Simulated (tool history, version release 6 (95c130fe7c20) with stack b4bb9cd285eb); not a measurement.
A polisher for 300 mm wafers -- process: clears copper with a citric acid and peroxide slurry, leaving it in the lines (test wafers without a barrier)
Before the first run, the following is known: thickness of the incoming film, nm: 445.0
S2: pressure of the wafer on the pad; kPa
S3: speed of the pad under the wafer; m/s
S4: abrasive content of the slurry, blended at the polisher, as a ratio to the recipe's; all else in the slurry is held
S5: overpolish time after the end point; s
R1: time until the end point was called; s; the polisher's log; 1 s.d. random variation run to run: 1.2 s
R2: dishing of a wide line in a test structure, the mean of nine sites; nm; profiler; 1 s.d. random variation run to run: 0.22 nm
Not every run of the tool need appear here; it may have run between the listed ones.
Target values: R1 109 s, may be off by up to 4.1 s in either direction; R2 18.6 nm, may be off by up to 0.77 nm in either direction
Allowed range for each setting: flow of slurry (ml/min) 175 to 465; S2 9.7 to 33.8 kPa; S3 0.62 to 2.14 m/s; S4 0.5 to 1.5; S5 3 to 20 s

{"run": 1, "hour": 0.0, "flow of slurry (ml/min)": 295, "S2": 21.4, "S3": 1.38, "S4": 1, "S5": 10, "R1": 153.29, "R2": 19.013}
{"run": 2, "hour": 3.7, "flow of slurry (ml/min)": 295, "S2": 22.1, "S3": 1.38, "S4": 1, "S5": 10, "R1": 151.65, "R2": 19.238}
{"run": 3, "hour": 12.2, "flow of slurry (ml/min)": 295, "S2": 22.1, "S3": 1.38, "S4": 0.8, "S5": 10, "R1": 157.44, "R2": 18.533}
{"run": 4, "hour": 18.1, "flow of slurry (ml/min)": 295, "S2": 18.6, "S3": 1.38, "S4": 0.8, "S5": 10, "R1": 174.43, "R2": 17.014}
{"run": 5, "hour": 22.1, "flow of slurry (ml/min)": 295, "S2": 18.6, "S3": 1.38, "S4": 1, "S5": 10, "R1": 167.75, "R2": 17.554}
{"run": 6, "hour": 26.1, "flow of slurry (ml/min)": 295, "S2": 20, "S3": 1.38, "S4": 1, "S5": 9, "R1": 155.79, "R2": 16.832}
{"run": 7, "hour": 28.9, "flow of slurry (ml/min)": 295, "S2": 21.4, "S3": 1.38, "S4": 1, "S5": 9, "R1": 151.44, "R2": 17.722}
{"run": 8, "hour": 37.7, "flow of slurry (ml/min)": 295, "S2": 22.1, "S3": 1.38, "S4": 1, "S5": 9, "R1": 150.43, "R2": 18.201}
{"run": 9, "hour": 38.8, "flow of slurry (ml/min)": 295, "S2": 23.4, "S3": 1.4, "S4": 1, "S5": 8, "R1": 138.65, "R2": 17.079}
{"run": 10, "hour": 47.3, "flow of slurry (ml/min)": 295, "S2": 24.1, "S3": 1.4, "S4": 1, "S5": 8, "R1": 138, "R2": 17.348}
{"run": 11, "hour": 54.6, "flow of slurry (ml/min)": 295, "S2": 24.8, "S3": 1.4, "S4": 1, "S5": 8, "R1": 136.88, "R2": 17.5}
{"run": 12, "hour": 57.9, "flow of slurry (ml/min)": 300, "S2": 31, "S3": 1.42, "S4": 1, "S5": 6, "R1": 111.27, "R2": 16.367}
{"run": 13, "hour": 60.3, "flow of slurry (ml/min)": 300, "S2": 31, "S3": 1.42, "S4": 1, "S5": 6, "R1": 113.57, "R2": 16.322}

4 next moves are on the table. One of them brings every result within its allowed miss. Which?
{"run": "A", "hour": 62.7, "flow of slurry (ml/min)": 365, "S2": 29, "S3": 1.48, "S4": 0.75, "S5": 9, "R1": "?", "R2": "?"}
{"run": "B", "hour": 62.7, "flow of slurry (ml/min)": 290, "S2": 33.8, "S3": 1.44, "S4": 0.8, "S5": 6, "R1": "?", "R2": "?"}
{"run": "C", "hour": 62.7, "flow of slurry (ml/min)": 340, "S2": 26.9, "S3": 1.6, "S4": 1.1, "S5": 8, "R1": "?", "R2": "?"}
{"run": "D", "hour": 62.7, "flow of slurry (ml/min)": 380, "S2": 32.4, "S3": 1.4, "S4": 1, "S5": 7, "R1": "?", "R2": "?"}

move=A R1=119.35 R2=20.851
move=B R1=109.11 R2=16.691
move=C R1=108.11 R2=20.548
move=D R1=107.2 R2=18.921
A: the result that was furthest off in the last run now lies on the other side of its target
B: nearer the targets than the last run, but a result is still out of spec
C: the result that was furthest off in the last run now lies on the other side of its target
D: each result inside its tolerance
Answer: D
